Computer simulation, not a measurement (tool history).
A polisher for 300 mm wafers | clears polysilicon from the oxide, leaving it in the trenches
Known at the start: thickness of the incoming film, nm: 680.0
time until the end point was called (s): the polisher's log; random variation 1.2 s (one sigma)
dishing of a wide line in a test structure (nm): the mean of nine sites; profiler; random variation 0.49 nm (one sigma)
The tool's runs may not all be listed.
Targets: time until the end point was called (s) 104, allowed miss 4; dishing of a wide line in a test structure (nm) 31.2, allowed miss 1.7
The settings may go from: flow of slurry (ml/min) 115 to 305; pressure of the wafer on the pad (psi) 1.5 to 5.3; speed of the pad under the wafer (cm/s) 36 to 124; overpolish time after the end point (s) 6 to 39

run,hour,flow of slurry (ml/min),pressure of the wafer on the pad (psi),speed of the pad under the wafer (cm/s),overpolish time after the end point (s),time until the end point was called (s),dishing of a wide line in a test structure (nm)
1,0,195,3.4,80,20,57.123,40.77
2,1.3,195,4.2,80,20,47.683,39.95
3,2.1,170,4,68,16,60.088,40.38
4,9.7,170,4,52,16,76.212,39.626
5,17.4,140,4,52,16,78.469,39.694
6,25.9,165,4,52,16,75.217,39.239
7,27.8,205,3.7,48,16,87.088,39.035
8,35.3,235,3.7,44,13,94.095,37.063
9,42.3,255,3.7,42,11,98.378,35.122
10,47,305,3.7,38,6,104.54,25.681
11,50.8,290,3.7,38,7,106.02,26.971
12,56.1,280,3.7,38,8,104.09,28.223
13,60.1,270,3.7,38,8,105.85,29.543
14,62.4,265,3.7,38,8,107.02,29.159

Which of these 4 next moves meets every target?
A,64.7,300,3.7,40,6,?,?
B,64.7,240,3.6,36,11,?,?
C,64.7,270,3.8,38,9,?,?
D,64.7,290,3.6,36,13,?,?

move,time until the end point was called (s),dishing of a wide line in a test structure (nm)
A,101.81,26.31
B,117.4,33.126
C,105.18,31.872
D,115.53,35.443
A: further off than the last run
B: takes the result that was furthest off past its target
C: meets every target
D: takes the result that was furthest off past its target
The right move is C.

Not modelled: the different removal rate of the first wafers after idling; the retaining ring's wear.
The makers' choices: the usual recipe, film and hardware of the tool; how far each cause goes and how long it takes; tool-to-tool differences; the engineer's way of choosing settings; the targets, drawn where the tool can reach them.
